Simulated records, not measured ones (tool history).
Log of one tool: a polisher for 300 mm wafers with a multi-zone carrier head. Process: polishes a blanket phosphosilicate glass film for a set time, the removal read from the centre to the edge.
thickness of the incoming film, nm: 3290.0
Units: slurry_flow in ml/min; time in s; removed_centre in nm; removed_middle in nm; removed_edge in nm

Run 1, day 0: slurry_flow 265 ml/min, centre_zone 1, middle_zone 1, edge_zone 1, slurry_solids 1, time 31 s. Result: removed_centre 271.01 nm, removed_middle 267.89 nm, removed_edge 281.66 nm.
Run 2, day 0.271: slurry_flow 265 ml/min, centre_zone 1, middle_zone 1, edge_zone 1, slurry_solids 1, time 27 s. Result: removed_centre 233.49 nm, removed_middle 236.15 nm, removed_edge 246.57 nm.
Run 3, day 0.375: slurry_flow 270 ml/min, centre_zone 1, middle_zone 1.02, edge_zone 1.01, slurry_solids 1, time 27 s. Result: removed_centre 240.12 nm, removed_middle 239.57 nm, removed_edge 246.02 nm.
Run 4, day 0.467: slurry_flow 270 ml/min, centre_zone 1, middle_zone 1.02, edge_zone 1.01, slurry_solids 1, time 35 s. Result: removed_centre 305.98 nm, removed_middle 312.71 nm, removed_edge 323.15 nm.
Run 5, day 0.583: slurry_flow 270 ml/min, centre_zone 1, middle_zone 1.02, edge_zone 1.01, slurry_solids 0.8, time 35 s. Result: removed_centre 262.35 nm, removed_middle 266.63 nm, removed_edge 276.19 nm.
Run 6, day 0.654: slurry_flow 270 ml/min, centre_zone 1, middle_zone 1.02, edge_zone 1.01, slurry_solids 0.9, time 35 s. Result: removed_centre 282.51 nm, removed_middle 290.48 nm, removed_edge 296.4 nm.
Run 7, day 0.85: slurry_flow 265 ml/min, centre_zone 0.99, middle_zone 1.03, edge_zone 1, slurry_solids 0.9, time 35 s. Result: removed_centre 281.73 nm, removed_middle 286.37 nm, removed_edge 294.88 nm.
Run 8, day 1.192: slurry_flow 265 ml/min, centre_zone 0.89, middle_zone 1.13, edge_zone 0.91, slurry_solids 0.8, time 35 s. Result: removed_centre 229.48 nm, removed_middle 286.84 nm, removed_edge 265.96 nm.
Run 9, day 1.267: slurry_flow 270 ml/min, centre_zone 0.89, middle_zone 1.13, edge_zone 0.91, slurry_solids 0.8, time 35 s. Result: removed_centre 232.95 nm, removed_middle 288.5 nm, removed_edge 262.96 nm.

Forecast run 10:
Run 10, day 1.471: slurry_flow 280 ml/min, centre_zone 0.9, middle_zone 1.12, edge_zone 0.94, slurry_solids 0.8, time 35 s. Result: removed_centre ?, removed_middle ?, removed_edge ?.

removed_centre: 236.07 nm
removed_middle: 288.45 nm
removed_edge: 272.26 nm
